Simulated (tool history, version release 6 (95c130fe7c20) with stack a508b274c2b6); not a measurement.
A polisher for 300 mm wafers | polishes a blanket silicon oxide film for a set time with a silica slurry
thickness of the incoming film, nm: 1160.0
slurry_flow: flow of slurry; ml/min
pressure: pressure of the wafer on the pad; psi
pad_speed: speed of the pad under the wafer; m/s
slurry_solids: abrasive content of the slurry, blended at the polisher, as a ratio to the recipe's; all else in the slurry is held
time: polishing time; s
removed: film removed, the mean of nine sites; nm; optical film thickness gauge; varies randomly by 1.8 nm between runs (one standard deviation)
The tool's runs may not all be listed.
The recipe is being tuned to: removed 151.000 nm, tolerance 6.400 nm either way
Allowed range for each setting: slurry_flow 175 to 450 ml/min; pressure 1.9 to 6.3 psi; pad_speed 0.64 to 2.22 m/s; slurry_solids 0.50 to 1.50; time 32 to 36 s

Run 1, hour 0.0: slurry_flow 290 ml/min, pressure 4.1 psi, pad_speed 1.42 m/s, slurry_solids 1.00, time 36 s. Result: removed 117.170 nm.
Run 2, hour 7.0: slurry_flow 290 ml/min, pressure 4.1 psi, pad_speed 1.42 m/s, slurry_solids 1.00, time 32 s. Result: removed 107.580 nm.
Run 3, hour 11.7: slurry_flow 290 ml/min, pressure 3.7 psi, pad_speed 1.42 m/s, slurry_solids 1.00, time 32 s. Result: removed 97.884 nm.
Run 4, hour 20.7: slurry_flow 290 ml/min, pressure 2.9 psi, pad_speed 1.42 m/s, slurry_solids 1.00, time 32 s. Result: removed 84.554 nm.
Run 5, hour 24.1: slurry_flow 290 ml/min, pressure 2.9 psi, pad_speed 1.42 m/s, slurry_solids 0.85, time 32 s. Result: removed 80.906 nm.
Run 6, hour 32.6: slurry_flow 290 ml/min, pressure 3.6 psi, pad_speed 1.44 m/s, slurry_solids 0.85, time 32 s. Result: removed 91.717 nm.
Run 7, hour 38.1: slurry_flow 290 ml/min, pressure 4.1 psi, pad_speed 1.46 m/s, slurry_solids 0.85, time 32 s. Result: removed 98.900 nm.
Run 8, hour 46.1: slurry_flow 290 ml/min, pressure 4.6 psi, pad_speed 1.50 m/s, slurry_solids 0.85, time 32 s. Result: removed 109.470 nm.
Run 9, hour 53.9: slurry_flow 290 ml/min, pressure 5.0 psi, pad_speed 1.52 m/s, slurry_solids 0.85, time 32 s. Result: removed 115.780 nm.
Run 10, hour 59.4: slurry_flow 290 ml/min, pressure 5.3 psi, pad_speed 1.56 m/s, slurry_solids 0.85, time 32 s. Result: removed 124.800 nm.

Which single option among these 4 for the next run brings every result within its allowed miss of target? Just one does.
Run A, hour 64.9: slurry_flow 290 ml/min, pressure 5.6 psi, pad_speed 1.16 m/s, slurry_solids 0.85, time 32 s. Result: removed ?.
Run B, hour 64.9: slurry_flow 280 ml/min, pressure 6.3 psi, pad_speed 1.64 m/s, slurry_solids 0.95, time 35 s. Result: removed ?.
Run C, hour 64.9: slurry_flow 280 ml/min, pressure 4.6 psi, pad_speed 1.50 m/s, slurry_solids 0.95, time 32 s. Result: removed ?.
Run D, hour 64.9: slurry_flow 300 ml/min, pressure 5.4 psi, pad_speed 1.66 m/s, slurry_solids 0.90, time 35 s. Result: removed ?.

move  removed
   A  101.410
   B  165.850
   C  113.290
   D  147.830
A: misses by more than the last run did
B: the result that was furthest off in the last run now lies on the other side of its target
C: misses by more than the last run did
D: all results in spec
Move D is the one to make.
